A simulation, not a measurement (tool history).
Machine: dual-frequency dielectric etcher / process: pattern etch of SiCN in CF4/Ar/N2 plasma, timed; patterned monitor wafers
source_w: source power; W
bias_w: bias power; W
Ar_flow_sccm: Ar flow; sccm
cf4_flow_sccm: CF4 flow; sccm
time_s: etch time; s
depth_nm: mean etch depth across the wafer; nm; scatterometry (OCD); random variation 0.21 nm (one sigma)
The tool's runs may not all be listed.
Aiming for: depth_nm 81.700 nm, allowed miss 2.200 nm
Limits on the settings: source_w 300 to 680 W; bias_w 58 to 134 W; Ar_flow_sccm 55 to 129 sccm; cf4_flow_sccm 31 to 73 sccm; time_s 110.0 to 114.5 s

| run | hour | source_w | bias_w | Ar_flow_sccm | cf4_flow_sccm | time_s | depth_nm |
|---|---|---|---|---|---|---|---|
| 1 | 0.0 | 490 | 96 | 92 | 52 | 110.0 | 93.395 |
| 2 | 2.2 | 570 | 96 | 92 | 52 | 110.0 | 106.220 |
| 3 | 7.0 | 530 | 96 | 92 | 52 | 110.0 | 100.010 |
| 4 | 10.4 | 530 | 96 | 92 | 58 | 110.0 | 102.170 |
| 5 | 11.0 | 530 | 96 | 92 | 49 | 110.0 | 98.876 |
| 6 | 18.6 | 530 | 110 | 92 | 49 | 110.0 | 106.360 |
| 7 | 21.2 | 490 | 109 | 92 | 49 | 110.0 | 98.780 |
| 8 | 25.2 | 460 | 108 | 92 | 49 | 110.0 | 93.063 |
| 9 | 30.2 | 440 | 107 | 92 | 49 | 110.0 | 89.410 |
| 10 | 31.1 | 430 | 107 | 92 | 49 | 110.0 | 87.601 |
|  | 35.8 | wet clean of the chamber |
| 11 | 35.8 | 390 | 106 | 92 | 49 | 110.0 | 85.095 |

Next run, 5 choices. One meets every target within its allowed miss, the rest don't. Which?
| A | 40.5 | 390 | 110 | 92 | 49 | 110.0 | ? |
| B | 40.5 | 450 | 101 | 106 | 44 | 110.0 | ? |
| C | 40.5 | 400 | 96 | 88 | 47 | 110.0 | ? |
| D | 40.5 | 420 | 100 | 100 | 52 | 114.5 | ? |
| E | 40.5 | 370 | 133 | 115 | 56 | 110.0 | ? |

| move | depth_nm |
|---|---|
| A | 86.086 |
| B | 89.563 |
| C | 81.994 |
| D | 90.511 |
| E | 89.669 |
A: the biggest miss grows against the last run
B: the biggest miss grows against the last run
C: all results land within tolerance of their targets
D: the biggest miss grows against the last run
E: the biggest miss grows against the last run
So the answer is move C, the one that meets all the targets.
